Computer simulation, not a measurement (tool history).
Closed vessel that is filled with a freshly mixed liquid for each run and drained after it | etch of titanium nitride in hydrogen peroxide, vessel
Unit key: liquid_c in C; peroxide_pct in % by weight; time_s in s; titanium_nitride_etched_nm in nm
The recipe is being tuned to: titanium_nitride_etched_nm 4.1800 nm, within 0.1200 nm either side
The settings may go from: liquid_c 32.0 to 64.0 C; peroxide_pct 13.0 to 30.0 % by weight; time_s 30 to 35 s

run 1 hour=0.0 | liquid_c=48.0 peroxide_pct=25.0 time_s=35 | titanium_nitride_etched_nm=2.2788
run 2 hour=1.3 | liquid_c=50.0 peroxide_pct=25.0 time_s=35 | titanium_nitride_etched_nm=2.6220
run 3 hour=9.0 | liquid_c=53.0 peroxide_pct=25.0 time_s=35 | titanium_nitride_etched_nm=3.2397
run 4 hour=15.0 | liquid_c=53.0 peroxide_pct=27.5 time_s=35 | titanium_nitride_etched_nm=3.3645
run 5 hour=23.8 | liquid_c=53.5 peroxide_pct=27.5 time_s=35 | titanium_nitride_etched_nm=3.4173
run 6 hour=28.3 | liquid_c=54.0 peroxide_pct=27.5 time_s=35 | titanium_nitride_etched_nm=3.5820
run 7 hour=36.1 | liquid_c=54.5 peroxide_pct=27.5 time_s=35 | titanium_nitride_etched_nm=3.6633
run 8 hour=45.2 | liquid_c=55.0 peroxide_pct=27.5 time_s=35 | titanium_nitride_etched_nm=3.8186
run 9 hour=47.7 | liquid_c=55.5 peroxide_pct=27.5 time_s=35 | titanium_nitride_etched_nm=3.9632

4 next moves are on the table. One of them brings every result within its allowed miss. Which?
run A hour=50.2 | liquid_c=56.0 peroxide_pct=24.0 time_s=35 | titanium_nitride_etched_nm=?
run B hour=50.2 | liquid_c=56.5 peroxide_pct=24.0 time_s=35 | titanium_nitride_etched_nm=?
run C hour=50.2 | liquid_c=57.5 peroxide_pct=27.0 time_s=30 | titanium_nitride_etched_nm=?
run D hour=50.2 | liquid_c=55.0 peroxide_pct=30.0 time_s=35 | titanium_nitride_etched_nm=?

move=A titanium_nitride_etched_nm=3.9794
move=B titanium_nitride_etched_nm=4.1202
move=C titanium_nitride_etched_nm=3.8843
move=D titanium_nitride_etched_nm=3.8097
A: closer than the last run, but not yet in spec
B: every result lands within tolerance
C: further off than the last run
D: further off than the last run
So the answer is move B, the one that meets all the targets.
